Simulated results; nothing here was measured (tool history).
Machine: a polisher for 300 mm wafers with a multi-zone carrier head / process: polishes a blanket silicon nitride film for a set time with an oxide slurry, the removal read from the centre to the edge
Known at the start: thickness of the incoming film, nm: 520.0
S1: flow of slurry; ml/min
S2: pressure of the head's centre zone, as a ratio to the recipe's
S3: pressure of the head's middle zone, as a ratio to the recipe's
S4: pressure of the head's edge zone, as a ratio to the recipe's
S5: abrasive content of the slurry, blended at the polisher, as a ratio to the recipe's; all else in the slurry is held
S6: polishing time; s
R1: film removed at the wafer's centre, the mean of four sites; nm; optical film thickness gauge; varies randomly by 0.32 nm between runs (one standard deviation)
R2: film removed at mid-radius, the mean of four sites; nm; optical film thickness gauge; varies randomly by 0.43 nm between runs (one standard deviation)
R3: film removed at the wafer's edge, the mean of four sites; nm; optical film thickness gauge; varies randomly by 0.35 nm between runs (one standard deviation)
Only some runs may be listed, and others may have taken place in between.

Run 1, hour 0.0: S1 125 ml/min, S2 1.00, S3 1.00, S4 1.00, S5 1.00, S6 84 s. Result: R1 42.653 nm, R2 43.473 nm, R3 42.976 nm.
Run 2, hour 3.2: S1 125 ml/min, S2 0.98, S3 1.02, S4 0.98, S5 0.90, S6 84 s. Result: R1 40.637 nm, R2 42.572 nm, R3 40.398 nm.
Run 3, hour 10.2: S1 120 ml/min, S2 0.96, S3 1.03, S4 0.96, S5 0.85, S6 84 s. Result: R1 38.284 nm, R2 41.961 nm, R3 39.093 nm.
Run 4, hour 11.0: S1 120 ml/min, S2 0.95, S3 1.04, S4 0.94, S5 0.80, S6 83 s. Result: R1 37.162 nm, R2 40.808 nm, R3 37.232 nm.
Run 5, hour 13.2: S1 115 ml/min, S2 0.93, S3 1.05, S4 0.93, S5 0.75, S6 83 s. Result: R1 36.332 nm, R2 39.633 nm, R3 37.248 nm.
Run 6, hour 20.3: S1 115 ml/min, S2 0.93, S3 1.10, S4 0.93, S5 0.75, S6 83 s. Result: R1 35.530 nm, R2 41.306 nm, R3 37.024 nm.
Run 7, hour 27.8: S1 115 ml/min, S2 0.92, S3 1.11, S4 0.92, S5 0.70, S6 82 s. Result: R1 33.593 nm, R2 39.067 nm, R3 34.863 nm.
Run 8, hour 29.2: S1 115 ml/min, S2 0.91, S3 1.12, S4 0.91, S5 0.65, S6 82 s. Result: R1 33.379 nm, R2 39.105 nm, R3 33.434 nm.

The next listed run, before its measurement:
Run 9, hour 31.7: S1 110 ml/min, S2 0.90, S3 1.13, S4 0.90, S5 0.65, S6 82 s. Result: R1 ?, R2 ?, R3 ?.

{"run 9": {"R1": 32.231, "R2": 39.284, "R3": 33.018}}
